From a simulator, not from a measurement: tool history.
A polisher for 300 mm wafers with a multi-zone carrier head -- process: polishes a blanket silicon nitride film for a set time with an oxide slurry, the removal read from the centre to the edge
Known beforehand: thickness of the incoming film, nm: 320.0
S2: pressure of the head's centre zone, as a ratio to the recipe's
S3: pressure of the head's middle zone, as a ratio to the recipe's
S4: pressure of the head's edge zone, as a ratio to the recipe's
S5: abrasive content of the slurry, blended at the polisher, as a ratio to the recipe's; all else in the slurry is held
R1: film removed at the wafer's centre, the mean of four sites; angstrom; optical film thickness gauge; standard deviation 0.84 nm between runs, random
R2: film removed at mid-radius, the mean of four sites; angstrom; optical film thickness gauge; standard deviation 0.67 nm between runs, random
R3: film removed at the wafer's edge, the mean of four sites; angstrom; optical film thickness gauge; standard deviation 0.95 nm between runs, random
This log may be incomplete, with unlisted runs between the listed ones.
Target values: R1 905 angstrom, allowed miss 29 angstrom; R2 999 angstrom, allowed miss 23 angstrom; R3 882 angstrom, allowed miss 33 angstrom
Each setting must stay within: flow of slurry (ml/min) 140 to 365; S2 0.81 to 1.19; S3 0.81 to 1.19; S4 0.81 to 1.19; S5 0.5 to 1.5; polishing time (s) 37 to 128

{"run": 1, "day": 0.0, "flow of slurry (ml/min)": 235, "S2": 1, "S3": 1, "S4": 1, "S5": 1, "polishing time (s)": 82, "R1": 670.62, "R2": 640.74, "R3": 662.08}
{"run": 2, "day": 0.15, "flow of slurry (ml/min)": 235, "S2": 1, "S3": 1, "S4": 1, "S5": 0.85, "polishing time (s)": 82, "R1": 636.91, "R2": 608.77, "R3": 633.71}
{"run": 3, "day": 0.188, "flow of slurry (ml/min)": 250, "S2": 1.01, "S3": 1.06, "S4": 1.02, "S5": 1.05, "polishing time (s)": 83, "R1": 699.26, "R2": 695.65, "R3": 694.23}
{"run": 4, "day": 0.35, "flow of slurry (ml/min)": 225, "S2": 1.01, "S3": 1.06, "S4": 1.02, "S5": 1.05, "polishing time (s)": 83, "R1": 691.74, "R2": 687.97, "R3": 678.69}
{"run": 5, "day": 0.533, "flow of slurry (ml/min)": 245, "S2": 1.01, "S3": 1.1, "S4": 1.02, "S5": 1.2, "polishing time (s)": 85, "R1": 738.73, "R2": 759.87, "R3": 736.3}
{"run": 6, "day": 0.579, "flow of slurry (ml/min)": 255, "S2": 1.01, "S3": 1.13, "S4": 1, "S5": 1.3, "polishing time (s)": 88, "R1": 787.52, "R2": 832.3, "R3": 770.65}
{"run": 7, "day": 0.671, "flow of slurry (ml/min)": 255, "S2": 1.01, "S3": 1.13, "S4": 1, "S5": 1.3, "polishing time (s)": 88, "R1": 775.34, "R2": 834.32, "R3": 780.91}
{"run": 8, "day": 0.771, "flow of slurry (ml/min)": 265, "S2": 1.02, "S3": 1.15, "S4": 0.99, "S5": 1.35, "polishing time (s)": 90, "R1": 824.96, "R2": 869.89, "R3": 818.16}
{"run": 9, "day": 1.125, "flow of slurry (ml/min)": 265, "S2": 1.02, "S3": 1.15, "S4": 0.99, "S5": 1.35, "polishing time (s)": 90, "R1": 827.1, "R2": 872.12, "R3": 784.62}
{"run": 10, "day": 1.462, "flow of slurry (ml/min)": 270, "S2": 1.02, "S3": 1.16, "S4": 1, "S5": 1.4, "polishing time (s)": 91, "R1": 836.16, "R2": 901.02, "R3": 831.81}
{"run": 11, "day": 1.708, "flow of slurry (ml/min)": 305, "S2": 1.03, "S3": 1.19, "S4": 0.93, "S5": 1.5, "polishing time (s)": 93, "R1": 909.38, "R2": 981.7, "R3": 826.83}
{"run": 12, "day": 2.029, "flow of slurry (ml/min)": 305, "S2": 1.03, "S3": 1.19, "S4": 0.95, "S5": 1.5, "polishing time (s)": 93, "R1": 908.49, "R2": 971.82, "R3": 852.07}

Pick the move, out of 5, that brings all results within their allowed miss; only one does.
{"run": "A", "day": 2.35, "flow of slurry (ml/min)": 325, "S2": 0.95, "S3": 1.12, "S4": 1.06, "S5": 1.45, "polishing time (s)": 101, "R1": "?", "R2": "?", "R3": "?"}
{"run": "B", "day": 2.35, "flow of slurry (ml/min)": 340, "S2": 1.08, "S3": 1.17, "S4": 0.97, "S5": 1.5, "polishing time (s)": 97, "R1": "?", "R2": "?", "R3": "?"}
{"run": "C", "day": 2.35, "flow of slurry (ml/min)": 290, "S2": 1, "S3": 1.19, "S4": 0.97, "S5": 1.45, "polishing time (s)": 97, "R1": "?", "R2": "?", "R3": "?"}
{"run": "D", "day": 2.35, "flow of slurry (ml/min)": 315, "S2": 1.03, "S3": 1.17, "S4": 0.89, "S5": 1.35, "polishing time (s)": 103, "R1": "?", "R2": "?", "R3": "?"}
{"run": "E", "day": 2.35, "flow of slurry (ml/min)": 295, "S2": 1.05, "S3": 1.14, "S4": 0.98, "S5": 1.5, "polishing time (s)": 94, "R1": "?", "R2": "?", "R3": "?"}

move=A R1=905.31 R2=1002.1 R3=952.74
move=B R1=1003.9 R2=1012.6 R3=888.49
move=C R1=904.6 R2=1002.5 R3=869.41
move=D R1=978.44 R2=1036.4 R3=876.14
move=E R1=931.23 R2=946.68 R3=856.43
A: brings the result that was furthest off to its target, and leaves another outside
B: brings the result that was furthest off to its target, and leaves another outside
C: meets every target
D: takes the result that was furthest off past its target
E: moves away from the targets compared with the last run
So the answer is move C, the one that meets all the targets.

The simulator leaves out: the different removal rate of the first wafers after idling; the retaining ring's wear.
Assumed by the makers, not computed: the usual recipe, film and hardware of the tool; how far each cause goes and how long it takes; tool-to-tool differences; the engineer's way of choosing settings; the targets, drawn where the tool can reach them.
